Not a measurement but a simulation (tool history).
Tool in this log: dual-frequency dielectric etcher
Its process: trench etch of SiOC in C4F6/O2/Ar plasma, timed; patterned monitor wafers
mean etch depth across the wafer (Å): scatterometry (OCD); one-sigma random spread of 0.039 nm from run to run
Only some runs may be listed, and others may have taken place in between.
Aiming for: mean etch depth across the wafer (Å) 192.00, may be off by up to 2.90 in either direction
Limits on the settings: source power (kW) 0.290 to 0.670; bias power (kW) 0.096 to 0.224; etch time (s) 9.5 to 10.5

run  hour  source power (kW)  bias power (kW)  etch time (s)  mean etch depth across the wafer (Å)
  1   0.0              0.480            0.160           10.5                                215.39
  2   6.8              0.550            0.160           10.5                                225.56
  3  15.4              0.550            0.177           10.5                                230.86
  4  20.5              0.480            0.171           10.5                                219.84
  5  24.5              0.540            0.171           10.5                                227.50
  6  28.6              0.480            0.165           10.5                                217.16
  7  31.2              0.430            0.161           10.5                                207.33
  8  37.9              0.400            0.159           10.5                                202.26
  9  46.1              0.380            0.158           10.5                                200.19
 10  51.7              0.320            0.154           10.5                                188.82

Which one of the following 4 next-run settings gets every result inside its allowed miss? There is exactly one.
  A  57.3              0.330            0.168           10.0                                     ?
  B  57.3              0.370            0.139           10.5                                     ?
  C  57.3              0.310            0.151           10.5                                     ?
  D  57.3              0.340            0.125           10.5                                     ?

move  mean etch depth across the wafer (Å)
   A                                185.17
   B                                191.92
   C                                185.84
   D                                182.51
A: misses by more than the last run did
B: meets every target
C: misses by more than the last run did
D: misses by more than the last run did
Move B is the one to make.

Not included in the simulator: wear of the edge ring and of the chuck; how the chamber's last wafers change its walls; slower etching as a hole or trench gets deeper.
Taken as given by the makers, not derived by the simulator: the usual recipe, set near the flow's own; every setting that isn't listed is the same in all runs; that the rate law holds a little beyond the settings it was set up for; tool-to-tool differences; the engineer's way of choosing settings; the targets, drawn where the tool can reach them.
